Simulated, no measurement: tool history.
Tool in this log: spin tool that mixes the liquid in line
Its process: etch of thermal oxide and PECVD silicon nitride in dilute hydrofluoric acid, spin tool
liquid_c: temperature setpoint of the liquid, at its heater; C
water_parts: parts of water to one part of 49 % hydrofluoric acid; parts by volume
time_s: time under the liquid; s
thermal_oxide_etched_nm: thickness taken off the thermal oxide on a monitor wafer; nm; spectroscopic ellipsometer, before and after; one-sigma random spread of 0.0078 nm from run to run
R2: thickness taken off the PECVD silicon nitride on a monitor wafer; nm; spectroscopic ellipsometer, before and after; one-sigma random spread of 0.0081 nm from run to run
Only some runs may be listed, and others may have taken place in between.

{"run": 1, "hour": 0.0, "liquid_c": 25, "water_parts": 140, "time_s": 180, "thermal_oxide_etched_nm": 6.2206, "R2": 2.2452}
{"run": 2, "hour": 6.3, "liquid_c": 24, "water_parts": 165, "time_s": 165, "thermal_oxide_etched_nm": 4.4306, "R2": 1.625}
{"run": 3, "hour": 9.9, "liquid_c": 24, "water_parts": 145, "time_s": 165, "thermal_oxide_etched_nm": 5.2361, "R2": 1.8428}
{"run": 4, "hour": 11.2, "liquid_c": 23, "water_parts": 170, "time_s": 155, "thermal_oxide_etched_nm": 3.888, "R2": 1.3786}
{"run": 5, "hour": 17.3, "liquid_c": 23, "water_parts": 170, "time_s": 110, "thermal_oxide_etched_nm": 2.7773, "R2": 0.96519}
{"run": 6, "hour": 23.9, "liquid_c": 22.5, "water_parts": 185, "time_s": 110, "thermal_oxide_etched_nm": 2.4527, "R2": 0.88671}
{"run": 7, "hour": 26.8, "liquid_c": 21.5, "water_parts": 195, "time_s": 110, "thermal_oxide_etched_nm": 2.2237, "R2": 0.75856}
{"run": 8, "hour": 32.4, "liquid_c": 21.5, "water_parts": 205, "time_s": 110, "thermal_oxide_etched_nm": 2.09, "R2": 0.74401}
{"run": 9, "hour": 34.3, "liquid_c": 21, "water_parts": 215, "time_s": 110, "thermal_oxide_etched_nm": 1.9344, "R2": 0.68542}

The next listed run, before its measurement:
{"run": 10, "hour": 39.9, "liquid_c": 21, "water_parts": 225, "time_s": 110, "thermal_oxide_etched_nm": "?", "R2": "?"}

thermal_oxide_etched_nm: 1.8304 nm
R2: 0.65999 nm
